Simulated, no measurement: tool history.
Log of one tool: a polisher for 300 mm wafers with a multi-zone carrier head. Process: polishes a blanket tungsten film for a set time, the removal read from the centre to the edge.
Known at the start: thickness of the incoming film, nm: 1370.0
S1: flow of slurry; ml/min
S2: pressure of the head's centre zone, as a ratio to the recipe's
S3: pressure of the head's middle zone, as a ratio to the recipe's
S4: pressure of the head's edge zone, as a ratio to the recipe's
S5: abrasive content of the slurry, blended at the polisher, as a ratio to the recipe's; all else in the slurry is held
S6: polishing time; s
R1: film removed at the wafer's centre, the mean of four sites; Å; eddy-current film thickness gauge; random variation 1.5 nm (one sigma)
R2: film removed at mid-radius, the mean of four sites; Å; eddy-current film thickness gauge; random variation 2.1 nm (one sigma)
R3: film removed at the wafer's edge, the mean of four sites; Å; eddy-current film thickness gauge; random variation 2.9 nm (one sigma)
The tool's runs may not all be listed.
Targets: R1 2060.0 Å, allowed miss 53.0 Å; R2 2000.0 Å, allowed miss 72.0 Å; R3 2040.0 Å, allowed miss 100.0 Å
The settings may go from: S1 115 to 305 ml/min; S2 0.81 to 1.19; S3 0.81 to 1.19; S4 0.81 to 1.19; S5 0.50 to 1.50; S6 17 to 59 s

run  hour   S1    S2    S3    S4    S5  S6      R1      R2      R3
  1   0.0  195  1.00  1.00  1.00  1.00  38  1644.0  1609.7  1621.3
  2   5.0  195  1.00  1.00  1.00  1.10  38  1669.4  1711.0  1728.1
  3  13.7  215  1.03  1.01  1.03  1.15  38  1800.2  1742.1  1753.3
  4  22.0  225  1.04  1.01  1.05  1.25  38  1860.8  1839.7  1789.1
  5  27.5  225  1.04  0.99  1.07  1.30  39  1919.5  1886.5  1877.3
  6  36.0  225  1.04  0.99  1.07  1.20  39  1917.7  1810.5  1815.7
  7  39.1  230  1.04  0.98  1.08  1.30  39  1986.8  1849.3  1940.0
  8  41.9  240  1.04  0.99  1.09  1.35  39  2000.7  1886.6  1937.9
  9  45.3  240  1.04  0.99  1.10  1.40  39  1997.6  1944.6  1997.7
 10  51.6  245  1.04  0.99  1.10  1.40  39  2025.5  1913.6  1948.1

Which of these 4 next moves meets every target?
  A  57.9  280  1.08  0.94  1.07  1.30  37   ?   ?   ?
  B  57.9  305  1.01  0.97  1.08  1.30  41   ?   ?   ?
  C  57.9  240  1.02  1.11  1.04  1.30  40   ?   ?   ?
  D  57.9  255  1.09  0.98  1.07  1.45  36   ?   ?   ?

move      R1      R2      R3
   A  1983.7  1743.3  1855.0
   B  2074.5  1984.4  2077.3
   C  1987.5  2042.1  1950.8
   D  1990.1  1775.9  1849.3
A: further off than the last run
B: meets every target
C: brings the result that was furthest off to its target, and leaves another outside
D: further off than the last run
Move B is the one to make.
